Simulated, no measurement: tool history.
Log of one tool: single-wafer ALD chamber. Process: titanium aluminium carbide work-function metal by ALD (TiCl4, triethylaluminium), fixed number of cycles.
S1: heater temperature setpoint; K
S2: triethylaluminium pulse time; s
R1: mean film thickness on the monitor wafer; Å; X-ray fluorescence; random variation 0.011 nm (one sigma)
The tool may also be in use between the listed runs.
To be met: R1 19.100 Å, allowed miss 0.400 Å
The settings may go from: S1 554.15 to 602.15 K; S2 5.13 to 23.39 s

run  hour      S1     S2      R1
  1   0.0  578.15  14.26  21.216
  2   7.5  578.15  17.59  21.083
  3  12.5  572.15  17.81  20.578
  4  16.1  572.15  19.67  20.764
  5  16.9  578.15  19.67  21.129
  6  23.5  572.15  19.32  20.669
  7  31.6  567.15  18.64  20.043
  8  35.1  565.15  18.55  20.099
  9  37.7  562.15  17.88  19.654

4 next moves are on the table. One of them brings every result within its allowed miss. Which?
  A  40.3  566.15  17.78   ?
  B  40.3  558.15  13.71   ?
  C  40.3  572.15  19.78   ?
  D  40.3  570.15  18.14   ?

move      R1
   A  20.053
   B  19.089
   C  20.689
   D  20.468
A: further off than the last run
B: meets every target
C: further off than the last run
D: further off than the last run
Answer: B

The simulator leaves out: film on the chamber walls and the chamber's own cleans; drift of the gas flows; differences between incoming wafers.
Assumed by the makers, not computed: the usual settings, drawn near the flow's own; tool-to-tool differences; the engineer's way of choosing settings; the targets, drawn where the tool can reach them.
